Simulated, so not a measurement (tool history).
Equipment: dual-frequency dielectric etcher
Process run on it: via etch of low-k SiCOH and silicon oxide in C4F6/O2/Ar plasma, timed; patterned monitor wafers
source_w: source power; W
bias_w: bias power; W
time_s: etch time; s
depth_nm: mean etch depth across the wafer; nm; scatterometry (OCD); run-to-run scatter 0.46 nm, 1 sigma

Run 1, hour 0.0: source_w 430 W, bias_w 189 W, time_s 64 s. Result: depth_nm 165.69 nm.
Run 2, hour 4.6: source_w 450 W, bias_w 193 W, time_s 64 s. Result: depth_nm 171.40 nm.
Run 3, hour 11.7: source_w 470 W, bias_w 195 W, time_s 64 s. Result: depth_nm 175.96 nm.
Run 4, hour 19.2: source_w 480 W, bias_w 197 W, time_s 64 s. Result: depth_nm 177.94 nm.
Run 5, hour 22.9: source_w 480 W, bias_w 228 W, time_s 64 s. Result: depth_nm 191.75 nm.
Run 6, hour 25.9: source_w 410 W, bias_w 228 W, time_s 64 s. Result: depth_nm 178.80 nm.
At hour 32.3: source power generator calibrated.
Run 7, hour 32.3: source_w 420 W, bias_w 230 W, time_s 64 s. Result: depth_nm 178.40 nm.

Forecast run 8:
Run 8, hour 39.8: source_w 510 W, bias_w 257 W, time_s 65 s. Result: depth_nm ?.

Run 8 produced depth_nm 208.87 nm.
